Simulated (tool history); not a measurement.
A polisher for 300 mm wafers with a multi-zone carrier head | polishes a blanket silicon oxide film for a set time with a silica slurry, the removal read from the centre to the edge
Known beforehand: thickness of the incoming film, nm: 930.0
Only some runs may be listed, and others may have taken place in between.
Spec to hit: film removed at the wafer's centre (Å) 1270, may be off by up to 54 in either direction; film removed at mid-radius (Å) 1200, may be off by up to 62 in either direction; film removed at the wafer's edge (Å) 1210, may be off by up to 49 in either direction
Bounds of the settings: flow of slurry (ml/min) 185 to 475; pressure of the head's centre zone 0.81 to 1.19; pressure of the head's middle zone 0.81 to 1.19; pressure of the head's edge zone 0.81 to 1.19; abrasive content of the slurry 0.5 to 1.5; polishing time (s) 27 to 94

| run | hour | flow of slurry (ml/min) | pressure of the head's centre zone | pressure of the head's middle zone | pressure of the head's edge zone | abrasive content of the slurry | polishing time (s) | film removed at the wafer's centre (Å) | film removed at mid-radius (Å) | film removed at the wafer's edge (Å) |
|---|---|---|---|---|---|---|---|---|---|---|
| 1 | 0 | 305 | 1 | 1 | 1 | 1 | 60 | 1953.8 | 1868.5 | 1955.5 |
| 2 | 2.7 | 305 | 1 | 1 | 0.95 | 1 | 60 | 1933.1 | 1856.7 | 1893.4 |
| 3 | 11 | 305 | 1 | 0.99 | 0.94 | 0.9 | 58 | 1826.2 | 1705.9 | 1728.6 |
| 4 | 19.5 | 255 | 1 | 0.99 | 0.94 | 0.9 | 58 | 1766.9 | 1645.4 | 1717.9 |
| 5 | 27.5 | 255 | 1 | 1.06 | 0.94 | 0.9 | 58 | 1788.2 | 1791.4 | 1751.9 |
| 6 | 35 | 255 | 1 | 1.02 | 0.94 | 0.9 | 58 | 1797.3 | 1690 | 1709.4 |
| 7 | 36.4 | 260 | 0.98 | 1.01 | 0.93 | 0.85 | 57 | 1698.9 | 1674 | 1677.7 |
| 8 | 40.5 | 260 | 0.98 | 1 | 0.92 | 0.8 | 55 | 1605.2 | 1542.8 | 1519.2 |
| 9 | 44.7 | 255 | 0.96 | 0.98 | 0.92 | 0.75 | 55 | 1513.4 | 1462.1 | 1493.8 |
| 10 | 46.1 | 270 | 0.99 | 0.98 | 0.87 | 0.5 | 49 | 1154.9 | 1118.9 | 1108.1 |
| 11 | 48.1 | 270 | 1 | 0.98 | 0.88 | 0.5 | 49 | 1166.3 | 1124.5 | 1098.4 |
| 12 | 53.1 | 270 | 1 | 0.98 | 0.89 | 0.5 | 49 | 1185.6 | 1123.4 | 1105 |
| 13 | 55.4 | 280 | 1.01 | 1.01 | 0.99 | 0.6 | 49 | 1297.9 | 1227.2 | 1265.7 |
| 14 | 63 | 280 | 1.01 | 1.01 | 0.98 | 0.6 | 49 | 1302.6 | 1225.2 | 1265.7 |

Which single option among these 5 for the next run brings every result within its allowed miss of target? Just one does.
| A | 70.6 | 240 | 0.98 | 0.97 | 1.11 | 0.75 | 48 | ? | ? | ? |
| B | 70.6 | 220 | 0.98 | 0.95 | 1.03 | 0.6 | 53 | ? | ? | ? |
| C | 70.6 | 285 | 0.97 | 0.95 | 1.08 | 0.65 | 48 | ? | ? | ? |
| D | 70.6 | 330 | 1.02 | 0.99 | 0.93 | 0.65 | 46 | ? | ? | ? |
| E | 70.6 | 245 | 0.97 | 0.9 | 0.96 | 0.6 | 54 | ? | ? | ? |

| move | film removed at the wafer's centre (Å) | film removed at mid-radius (Å) | film removed at the wafer's edge (Å) |
|---|---|---|---|
| A | 1323.2 | 1220.7 | 1406.5 |
| B | 1310.6 | 1190.3 | 1353.7 |
| C | 1266.6 | 1154.7 | 1330.3 |
| D | 1283.6 | 1163.4 | 1207.7 |
| E | 1348 | 1177.9 | 1354.5 |
A: misses by more than the last run did
B: misses by more than the last run did
C: misses by more than the last run did
D: all results land within tolerance of their targets
E: misses by more than the last run did
The right move is D.
